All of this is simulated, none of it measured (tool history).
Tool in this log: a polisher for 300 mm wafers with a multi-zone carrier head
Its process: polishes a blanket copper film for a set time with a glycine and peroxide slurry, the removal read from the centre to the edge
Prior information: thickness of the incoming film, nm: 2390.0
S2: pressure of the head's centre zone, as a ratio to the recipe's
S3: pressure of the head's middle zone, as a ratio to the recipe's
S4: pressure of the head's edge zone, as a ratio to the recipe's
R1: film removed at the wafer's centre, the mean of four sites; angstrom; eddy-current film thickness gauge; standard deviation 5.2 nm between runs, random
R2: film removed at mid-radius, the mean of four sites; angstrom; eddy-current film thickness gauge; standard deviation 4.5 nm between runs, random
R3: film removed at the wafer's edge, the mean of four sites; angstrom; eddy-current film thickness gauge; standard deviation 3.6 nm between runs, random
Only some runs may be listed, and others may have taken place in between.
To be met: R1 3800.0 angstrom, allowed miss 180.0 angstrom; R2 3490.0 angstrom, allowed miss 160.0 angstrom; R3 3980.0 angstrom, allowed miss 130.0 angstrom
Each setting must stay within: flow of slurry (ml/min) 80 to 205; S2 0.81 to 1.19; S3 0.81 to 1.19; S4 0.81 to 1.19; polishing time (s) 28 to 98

{"run": 1, "hour": 0.0, "flow of slurry (ml/min)": 135, "S2": 1.0, "S3": 1.0, "S4": 1.0, "polishing time (s)": 63, "R1": 4341.5, "R2": 4319.9, "R3": 4357.7}
{"run": 2, "hour": 7.5, "flow of slurry (ml/min)": 135, "S2": 0.96, "S3": 1.0, "S4": 1.0, "polishing time (s)": 63, "R1": 4221.5, "R2": 4401.0, "R3": 4297.7}
{"run": 3, "hour": 9.4, "flow of slurry (ml/min)": 125, "S2": 0.96, "S3": 0.96, "S4": 1.0, "polishing time (s)": 62, "R1": 4048.8, "R2": 3979.5, "R3": 4260.7}
{"run": 4, "hour": 10.6, "flow of slurry (ml/min)": 120, "S2": 0.96, "S3": 0.95, "S4": 0.98, "polishing time (s)": 62, "R1": 3875.6, "R2": 4090.8, "R3": 4080.3}
{"run": 5, "hour": 12.3, "flow of slurry (ml/min)": 120, "S2": 0.96, "S3": 0.91, "S4": 0.98, "polishing time (s)": 62, "R1": 4000.8, "R2": 3888.7, "R3": 4090.7}
{"run": 6, "hour": 17.2, "flow of slurry (ml/min)": 120, "S2": 0.88, "S3": 0.91, "S4": 0.98, "polishing time (s)": 62, "R1": 3668.2, "R2": 3895.0, "R3": 4089.2}
{"run": 7, "hour": 25.4, "flow of slurry (ml/min)": 120, "S2": 0.9, "S3": 0.88, "S4": 0.98, "polishing time (s)": 62, "R1": 3725.3, "R2": 3789.6, "R3": 4118.1}
{"run": 8, "hour": 31.4, "flow of slurry (ml/min)": 120, "S2": 0.92, "S3": 0.86, "S4": 0.98, "polishing time (s)": 62, "R1": 3731.1, "R2": 3760.9, "R3": 4127.6}
{"run": 9, "hour": 34.0, "flow of slurry (ml/min)": 105, "S2": 1.02, "S3": 0.81, "S4": 0.98, "polishing time (s)": 60, "R1": 3917.5, "R2": 3319.1, "R3": 3879.6}

Exercise: of the 5 proposed moves below, exactly one satisfies all targets within the stated allowed misses. Which move is it?
{"run": "A", "hour": 36.6, "flow of slurry (ml/min)": 130, "S2": 1.04, "S3": 0.84, "S4": 0.89, "polishing time (s)": 56, "R1": "?", "R2": "?", "R3": "?"}
{"run": "B", "hour": 36.6, "flow of slurry (ml/min)": 95, "S2": 0.97, "S3": 0.85, "S4": 0.95, "polishing time (s)": 64, "R1": "?", "R2": "?", "R3": "?"}
{"run": "C", "hour": 36.6, "flow of slurry (ml/min)": 145, "S2": 0.96, "S3": 0.81, "S4": 1.16, "polishing time (s)": 57, "R1": "?", "R2": "?", "R3": "?"}
{"run": "D", "hour": 36.6, "flow of slurry (ml/min)": 115, "S2": 1.06, "S3": 0.81, "S4": 1.03, "polishing time (s)": 59, "R1": "?", "R2": "?", "R3": "?"}
{"run": "E", "hour": 36.6, "flow of slurry (ml/min)": 135, "S2": 1.04, "S3": 0.9, "S4": 0.94, "polishing time (s)": 56, "R1": "?", "R2": "?", "R3": "?"}

move=A R1=4107.1 R2=3434.8 R3=3645.7
move=B R1=3945.3 R2=3622.7 R3=4036.7
move=C R1=3964.6 R2=3481.3 R3=4297.8
move=D R1=4254.6 R2=3406.4 R3=4027.9
move=E R1=4150.2 R2=3661.8 R3=3759.3
A: corrects the largest miss of the last run, while another result sits out of spec
B: meets every target
C: corrects the largest miss of the last run, while another result sits out of spec
D: corrects the largest miss of the last run, while another result sits out of spec
E: carries the result that was furthest off beyond its target, to the other side
B meets every target.

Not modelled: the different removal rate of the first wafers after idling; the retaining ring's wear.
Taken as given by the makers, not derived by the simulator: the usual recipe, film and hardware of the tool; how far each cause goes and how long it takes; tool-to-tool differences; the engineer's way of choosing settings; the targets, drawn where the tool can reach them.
